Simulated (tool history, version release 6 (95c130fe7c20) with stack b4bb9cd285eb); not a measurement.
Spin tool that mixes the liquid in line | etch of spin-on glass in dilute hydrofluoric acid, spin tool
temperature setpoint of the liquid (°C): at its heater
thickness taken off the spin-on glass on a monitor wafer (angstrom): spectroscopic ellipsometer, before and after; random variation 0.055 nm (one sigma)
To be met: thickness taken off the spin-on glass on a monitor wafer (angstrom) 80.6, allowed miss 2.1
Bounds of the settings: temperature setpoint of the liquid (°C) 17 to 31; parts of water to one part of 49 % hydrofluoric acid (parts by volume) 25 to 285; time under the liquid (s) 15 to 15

| run | hour | temperature setpoint of the liquid (°C) | parts of water to one part of 49 % hydrofluoric acid (parts by volume) | time under the liquid (s) | thickness taken off the spin-on glass on a monitor wafer (angstrom) |
|---|---|---|---|---|---|
| 1 | 0 | 23 | 155 | 15 | 34.962 |
| 2 | 2.5 | 23 | 155 | 15 | 35.03 |
| 3 | 11.1 | 23 | 110 | 15 | 51.758 |
| 4 | 18 | 23 | 130 | 15 | 42.822 |
| 5 | 20.4 | 24.5 | 120 | 15 | 50.141 |
| 6 | 23.8 | 25.5 | 115 | 15 | 54.276 |
| 7 | 29.4 | 26.5 | 110 | 15 | 59.385 |
| 8 | 35.7 | 27.5 | 105 | 15 | 65.096 |

Which of these 4 next moves meets every target?
| A | 42 | 30 | 130 | 15 | ? |
| B | 42 | 27 | 125 | 15 | ? |
| C | 42 | 23.5 | 105 | 15 | ? |
| D | 42 | 28.5 | 90 | 15 | ? |

| move | thickness taken off the spin-on glass on a monitor wafer (angstrom) |
|---|---|
| A | 55.75 |
| B | 52.203 |
| C | 55.627 |
| D | 80.41 |
A: further off than the last run
B: further off than the last run
C: further off than the last run
D: meets every target
Answer: D
